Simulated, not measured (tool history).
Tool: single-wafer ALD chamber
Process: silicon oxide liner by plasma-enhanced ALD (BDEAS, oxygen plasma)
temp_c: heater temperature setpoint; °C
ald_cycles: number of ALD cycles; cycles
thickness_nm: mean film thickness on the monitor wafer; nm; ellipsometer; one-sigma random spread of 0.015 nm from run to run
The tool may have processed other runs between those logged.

run	hour	temp_c	ald_cycles	thickness_nm
1	0	320	66	5.5937
2	8.6	320	58	4.8792
3	15.8	320	53	4.4599
4	24.3	315	53	4.4934
5	30.3	315	59	4.9871
6	30.9	321	59	4.9813

Predict the results of run 7:
7	37.6	321	61	?

Logged for run 7: thickness_nm 5.1209 nm.

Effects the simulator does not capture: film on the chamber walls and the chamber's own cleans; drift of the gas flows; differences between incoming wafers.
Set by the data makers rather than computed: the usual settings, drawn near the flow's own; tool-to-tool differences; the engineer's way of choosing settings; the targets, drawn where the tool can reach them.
